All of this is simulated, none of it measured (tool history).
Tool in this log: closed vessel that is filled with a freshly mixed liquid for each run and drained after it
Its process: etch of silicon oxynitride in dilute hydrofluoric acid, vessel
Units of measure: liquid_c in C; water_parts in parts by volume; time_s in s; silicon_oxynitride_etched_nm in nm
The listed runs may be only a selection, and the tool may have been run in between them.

Run 1, day 0: liquid_c 22 C, water_parts 40 parts by volume, time_s 705 s. Result: silicon_oxynitride_etched_nm 61.85 nm.
Run 2, day 0.05: liquid_c 21.5 C, water_parts 40 parts by volume, time_s 705 s. Result: silicon_oxynitride_etched_nm 60.369 nm.
Run 3, day 0.154: liquid_c 21.5 C, water_parts 40 parts by volume, time_s 760 s. Result: silicon_oxynitride_etched_nm 65.185 nm.
Run 4, day 0.467: liquid_c 21 C, water_parts 40 parts by volume, time_s 760 s. Result: silicon_oxynitride_etched_nm 62.944 nm.
Run 5, day 0.496: liquid_c 21 C, water_parts 40 parts by volume, time_s 760 s. Result: silicon_oxynitride_etched_nm 63.286 nm.
Run 6, day 0.708: liquid_c 22.5 C, water_parts 40 parts by volume, time_s 760 s. Result: silicon_oxynitride_etched_nm 67.98 nm.
Run 7, day 1.054: liquid_c 22 C, water_parts 40 parts by volume, time_s 760 s. Result: silicon_oxynitride_etched_nm 67.241 nm.
Run 8, day 1.217: liquid_c 21.5 C, water_parts 40 parts by volume, time_s 760 s. Result: silicon_oxynitride_etched_nm 64.798 nm.

Estimate the outcome of run 9 from the log above:
Run 9, day 1.425: liquid_c 21 C, water_parts 40 parts by volume, time_s 760 s. Result: silicon_oxynitride_etched_nm ?.

Run 9 produced silicon_oxynitride_etched_nm 63.116 nm.
